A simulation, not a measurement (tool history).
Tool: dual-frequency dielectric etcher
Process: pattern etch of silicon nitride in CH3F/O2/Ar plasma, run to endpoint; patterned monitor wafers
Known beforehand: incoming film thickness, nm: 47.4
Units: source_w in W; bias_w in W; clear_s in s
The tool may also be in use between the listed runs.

run  hour  source_w  bias_w  clear_s
  1     0       540      60   71.643
  2     1       540      53   76.057
  3   9.1       560      54   74.479
  4  13.3       620      54   72.308
  5  17.7       620      49   74.818
  6  24.1       690      49   72.141

Estimate the outcome of run 7 from the log above:
  7  31.9       700      50        ?

{"run 7": {"clear_s": 70.906}}

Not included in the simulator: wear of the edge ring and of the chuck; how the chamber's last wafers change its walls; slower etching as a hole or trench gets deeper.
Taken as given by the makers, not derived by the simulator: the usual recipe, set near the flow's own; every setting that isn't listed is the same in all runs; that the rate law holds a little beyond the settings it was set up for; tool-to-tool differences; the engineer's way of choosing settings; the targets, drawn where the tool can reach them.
